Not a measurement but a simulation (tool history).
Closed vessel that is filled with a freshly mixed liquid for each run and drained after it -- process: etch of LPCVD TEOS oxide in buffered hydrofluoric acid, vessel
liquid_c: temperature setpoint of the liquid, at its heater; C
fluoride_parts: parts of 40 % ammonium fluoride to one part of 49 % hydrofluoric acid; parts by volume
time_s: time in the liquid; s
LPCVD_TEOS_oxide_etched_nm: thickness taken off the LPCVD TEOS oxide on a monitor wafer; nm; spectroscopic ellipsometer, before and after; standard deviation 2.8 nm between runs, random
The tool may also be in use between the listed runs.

{"run": 1, "hour": 0.0, "liquid_c": 22, "fluoride_parts": 11.5, "time_s": 105, "LPCVD_TEOS_oxide_etched_nm": 320.18}
{"run": 2, "hour": 3.0, "liquid_c": 23, "fluoride_parts": 11.5, "time_s": 105, "LPCVD_TEOS_oxide_etched_nm": 339.83}
{"run": 3, "hour": 11.0, "liquid_c": 23, "fluoride_parts": 14, "time_s": 105, "LPCVD_TEOS_oxide_etched_nm": 280.9}
{"run": 4, "hour": 15.7, "liquid_c": 25, "fluoride_parts": 14, "time_s": 105, "LPCVD_TEOS_oxide_etched_nm": 313.02}
{"run": 5, "hour": 21.9, "liquid_c": 25, "fluoride_parts": 14, "time_s": 115, "LPCVD_TEOS_oxide_etched_nm": 342.95}
{"hour": 25.3, "done": "thermometer replaced"}
{"run": 6, "hour": 25.3, "liquid_c": 26, "fluoride_parts": 14, "time_s": 115, "LPCVD_TEOS_oxide_etched_nm": 328.17}

The next listed run, before its measurement:
{"run": 7, "hour": 30.3, "liquid_c": 26.5, "fluoride_parts": 13, "time_s": 115, "LPCVD_TEOS_oxide_etched_nm": "?"}

Run 7 came out at LPCVD_TEOS_oxide_etched_nm 358.91 nm.
